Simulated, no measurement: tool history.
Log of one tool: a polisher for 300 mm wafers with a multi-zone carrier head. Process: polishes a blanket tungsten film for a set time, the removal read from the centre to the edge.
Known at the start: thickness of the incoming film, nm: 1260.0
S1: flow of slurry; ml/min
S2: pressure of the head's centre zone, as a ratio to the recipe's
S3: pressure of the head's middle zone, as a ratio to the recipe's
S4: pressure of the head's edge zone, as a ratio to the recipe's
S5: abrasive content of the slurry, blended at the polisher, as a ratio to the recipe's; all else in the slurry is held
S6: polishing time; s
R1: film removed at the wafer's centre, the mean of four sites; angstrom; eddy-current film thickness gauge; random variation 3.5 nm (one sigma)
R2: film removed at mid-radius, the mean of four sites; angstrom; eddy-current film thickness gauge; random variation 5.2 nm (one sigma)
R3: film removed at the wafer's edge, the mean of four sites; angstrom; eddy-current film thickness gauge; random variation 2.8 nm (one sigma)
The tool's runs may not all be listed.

run 1 hour=0.0 | S1=320 S2=1.00 S3=1.00 S4=1.00 S5=1.00 S6=84 | R1=2890.6 R2=2938.6 R3=3005.4
run 2 hour=6.4 | S1=325 S2=1.02 S3=1.02 S4=1.01 S5=1.05 S6=84 | R1=3021.4 R2=3027.2 R3=3056.7
run 3 hour=13.4 | S1=330 S2=1.03 S3=1.04 S4=1.02 S5=1.10 S6=84 | R1=3050.6 R2=3141.7 R3=3064.0
run 4 hour=14.7 | S1=330 S2=1.04 S3=1.05 S4=1.03 S5=1.15 S6=84 | R1=3181.8 R2=3178.9 R3=3127.8
run 5 hour=21.9 | S1=330 S2=1.04 S3=1.05 S4=0.99 S5=1.15 S6=84 | R1=3151.7 R2=3229.2 R3=3013.2
run 6 hour=30.2 | S1=330 S2=1.05 S3=1.06 S4=1.01 S5=1.20 S6=84 | R1=3247.8 R2=3225.0 R3=3174.1
run 7 hour=33.4 | S1=335 S2=1.06 S3=1.08 S4=1.02 S5=1.20 S6=84 | R1=3269.1 R2=3238.8 R3=3167.3
run 8 hour=35.0 | S1=335 S2=1.06 S3=1.09 S4=1.02 S5=1.25 S6=84 | R1=3277.3 R2=3379.6 R3=3157.0
run 9 hour=36.2 | S1=360 S2=1.15 S3=1.13 S4=1.12 S5=1.45 S6=85 | R1=3775.7 R2=3579.6 R3=3451.9

Forecast run 10:
run 10 hour=43.5 | S1=360 S2=1.15 S3=1.14 S4=1.12 S5=1.45 S6=85 | R1=? R2=? R3=?

{"run 10": {"R1": 3714.9, "R2": 3610.9, "R3": 3457.1}}
